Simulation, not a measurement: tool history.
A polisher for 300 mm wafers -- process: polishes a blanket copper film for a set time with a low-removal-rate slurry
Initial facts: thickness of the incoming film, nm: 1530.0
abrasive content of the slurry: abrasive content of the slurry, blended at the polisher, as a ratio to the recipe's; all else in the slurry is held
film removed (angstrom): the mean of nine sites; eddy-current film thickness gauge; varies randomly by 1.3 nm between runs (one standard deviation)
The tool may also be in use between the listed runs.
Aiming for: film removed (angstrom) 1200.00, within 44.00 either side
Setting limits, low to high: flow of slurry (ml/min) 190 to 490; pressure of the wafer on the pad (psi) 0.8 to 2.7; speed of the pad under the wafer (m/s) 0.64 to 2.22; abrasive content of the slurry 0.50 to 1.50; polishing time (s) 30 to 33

run  hour  flow of slurry (ml/min)  pressure of the wafer on the pad (psi)  speed of the pad under the wafer (m/s)  abrasive content of the slurry  polishing time (s)  film removed (angstrom)
  1   0.0                      315                                     1.7                                    1.42                            1.00                  33                   830.98
  2   5.5                      315                                     1.7                                    1.42                            0.85                  33                   796.65
  3  10.3                      315                                     1.9                                    1.42                            0.85                  33                   886.55
  4  13.5                      315                                     1.9                                    1.42                            0.65                  33                   835.57
  5  22.3                      315                                     2.0                                    1.42                            0.65                  33                   888.43
  6  28.5                      315                                     2.4                                    1.42                            0.65                  33                  1058.30
  7  35.5                      315                                     2.5                                    1.42                            0.65                  33                  1113.90
  8  43.7                      315                                     2.6                                    1.42                            0.65                  33                  1147.00

Of the 5 settings listed for the next run, only one would bring every result within its allowed miss of target. Which one?
  A  51.9                      320                                     2.7                                    1.46                            0.50                  32                        ?
  B  51.9                      330                                     2.7                                    1.58                            0.50                  32                        ?
  C  51.9                      215                                     2.5                                    1.62                            0.50                  33                        ?
  D  51.9                      310                                     2.5                                    1.38                            0.65                  33                        ?
  E  51.9                      315                                     2.7                                    1.44                            0.70                  30                        ?

move  film removed (angstrom)
   A                  1117.00
   B                  1206.90
   C                  1124.40
   D                  1071.60
   E                  1113.70
A: moves away from the targets compared with the last run
B: every result lands within tolerance
C: moves away from the targets compared with the last run
D: moves away from the targets compared with the last run
E: moves away from the targets compared with the last run
Correct choice: B, which meets every target
